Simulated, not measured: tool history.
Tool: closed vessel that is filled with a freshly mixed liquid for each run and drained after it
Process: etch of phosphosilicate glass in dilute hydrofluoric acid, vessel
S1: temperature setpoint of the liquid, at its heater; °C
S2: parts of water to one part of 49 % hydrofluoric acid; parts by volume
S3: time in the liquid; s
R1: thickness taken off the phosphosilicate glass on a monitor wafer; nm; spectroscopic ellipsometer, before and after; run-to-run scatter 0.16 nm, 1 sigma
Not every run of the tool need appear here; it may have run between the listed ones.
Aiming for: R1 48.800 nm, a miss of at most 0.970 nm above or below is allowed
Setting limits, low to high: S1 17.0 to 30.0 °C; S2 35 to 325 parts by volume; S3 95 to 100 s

run 1 day=0.000 | S1=22.0 S2=180 S3=95 | R1=35.497
run 2 day=0.250 | S1=23.0 S2=180 S3=95 | R1=36.710
run 3 day=0.292 | S1=23.5 S2=180 S3=95 | R1=37.683
run 4 day=0.571 | S1=26.0 S2=180 S3=95 | R1=40.955
run 5 day=0.612 | S1=26.5 S2=180 S3=95 | R1=41.856
run 6 day=0.788 | S1=27.0 S2=180 S3=95 | R1=42.716
run 7 day=0.842 | S1=27.5 S2=180 S3=95 | R1=43.283
run 8 day=1.021 | S1=28.0 S2=180 S3=95 | R1=44.352
run 9 day=1.271 | S1=29.0 S2=180 S3=95 | R1=45.702

Consider the 4 candidate settings below. Which is the only one whose results all fall within their allowed miss of target?
run A day=1.521 | S1=27.5 S2=165 S3=100 | R1=?
run B day=1.521 | S1=23.0 S2=140 S3=100 | R1=?
run C day=1.521 | S1=29.0 S2=170 S3=95 | R1=?
run D day=1.521 | S1=28.5 S2=175 S3=95 | R1=?

move=A R1=50.665
move=B R1=52.105
move=C R1=48.957
move=D R1=46.431
A: moves the result that the last run missed by most past its target, out the other side
B: moves the result that the last run missed by most past its target, out the other side
C: in spec on every target
D: gains on the last run, yet a result remains outside its allowed miss
Go with C: it meets all targets.
